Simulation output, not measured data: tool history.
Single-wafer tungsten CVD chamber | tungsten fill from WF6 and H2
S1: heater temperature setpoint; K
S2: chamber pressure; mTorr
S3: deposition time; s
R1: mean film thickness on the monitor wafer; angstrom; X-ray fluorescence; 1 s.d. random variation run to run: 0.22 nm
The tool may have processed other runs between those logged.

| run | hour | S1 | S2 | S3 | R1 |
|---|---|---|---|---|---|
| 1 | 0 | 653.15 | 53100 | 23.5 | 577.05 |
| 2 | 5.9 | 653.15 | 53100 | 23.5 | 573.55 |
| 3 | 12.5 | 650.15 | 53000 | 23.5 | 539.35 |
| 4 | 21 | 650.15 | 48300 | 23.5 | 524.98 |
| 5 | 27.8 | 648.15 | 48200 | 23.5 | 503.54 |
| 6 | 29.5 | 648.15 | 48200 | 22.3 | 477.22 |

Run 7 comes next. What will it give?
|  | 33 | thermocouple changed; heater temperature recalibrated |
| 7 | 33 | 647.15 | 48200 | 22.3 | ? |

R1: 503.29 angstrom

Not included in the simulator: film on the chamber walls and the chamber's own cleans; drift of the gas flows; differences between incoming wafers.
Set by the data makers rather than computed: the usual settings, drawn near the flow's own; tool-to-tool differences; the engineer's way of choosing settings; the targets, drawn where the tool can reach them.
